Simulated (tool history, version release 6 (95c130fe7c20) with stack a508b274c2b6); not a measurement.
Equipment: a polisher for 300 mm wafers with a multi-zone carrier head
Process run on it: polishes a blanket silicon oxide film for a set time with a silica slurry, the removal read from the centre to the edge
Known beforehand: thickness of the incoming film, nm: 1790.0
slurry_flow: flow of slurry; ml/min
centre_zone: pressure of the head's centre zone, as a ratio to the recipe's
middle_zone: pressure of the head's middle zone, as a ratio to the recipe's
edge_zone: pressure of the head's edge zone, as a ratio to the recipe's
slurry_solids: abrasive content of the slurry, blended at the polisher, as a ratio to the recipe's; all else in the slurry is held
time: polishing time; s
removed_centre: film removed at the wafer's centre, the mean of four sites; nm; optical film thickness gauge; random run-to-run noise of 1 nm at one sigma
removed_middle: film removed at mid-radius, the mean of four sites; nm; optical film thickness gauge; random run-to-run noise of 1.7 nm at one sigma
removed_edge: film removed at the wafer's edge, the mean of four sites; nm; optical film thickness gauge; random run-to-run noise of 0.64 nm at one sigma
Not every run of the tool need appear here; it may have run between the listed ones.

run,day,slurry_flow,centre_zone,middle_zone,edge_zone,slurry_solids,time,removed_centre,removed_middle,removed_edge
1,0.000,285,1.00,1.00,1.00,1.00,46,140.97,136.61,135.74
2,0.375,285,1.06,1.00,1.00,1.00,46,148.07,138.50,136.32
3,0.642,285,1.09,1.00,1.00,1.00,46,152.28,139.05,135.33
4,0.858,285,1.09,1.00,1.00,1.00,41,137.18,122.58,120.39
5,1.088,285,1.09,1.00,1.06,1.00,41,133.49,118.59,125.49
6,1.212,285,1.09,1.00,1.06,1.00,51,169.72,152.97,156.33
7,1.342,275,1.05,1.00,1.00,0.85,50,148.88,137.45,135.25

Expected results for the next run?
8,1.546,260,1.00,1.01,0.96,0.80,50,?,?,?

removed_centre: 133.72 nm
removed_middle: 131.85 nm
removed_edge: 127.96 nm
